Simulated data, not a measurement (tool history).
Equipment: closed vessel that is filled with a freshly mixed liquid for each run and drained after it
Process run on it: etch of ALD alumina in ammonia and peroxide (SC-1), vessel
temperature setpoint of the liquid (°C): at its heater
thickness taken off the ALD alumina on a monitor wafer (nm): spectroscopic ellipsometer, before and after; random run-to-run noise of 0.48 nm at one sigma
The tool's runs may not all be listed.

run	hour	temperature setpoint of the liquid (°C)	parts of 29 % ammonia solution to one part of 30 % peroxide (parts by volume)	time in the liquid (s)	thickness taken off the ALD alumina on a monitor wafer (nm)
1	0	48	0.8	700	31.154
2	2.1	41	0.8	700	20.763
3	3.8	41	0.8	760	22.572
4	12.5	41	0.55	760	22.059
5	14.7	41	0.4	760	21.225
6	21	44.5	0.4	760	25.601
7	26.8	52.5	0.45	760	40.894
8	35.6	54	0.45	760	43.477
9	41.2	55.5	0.45	760	47.091
10	43.9	57	0.45	760	51.503
11	47	58	0.45	760	54.337

What will run 12 give?
12	52	59	0.45	760	?

Run 12 yielded thickness taken off the ALD alumina on a monitor wafer (nm) 58.037.

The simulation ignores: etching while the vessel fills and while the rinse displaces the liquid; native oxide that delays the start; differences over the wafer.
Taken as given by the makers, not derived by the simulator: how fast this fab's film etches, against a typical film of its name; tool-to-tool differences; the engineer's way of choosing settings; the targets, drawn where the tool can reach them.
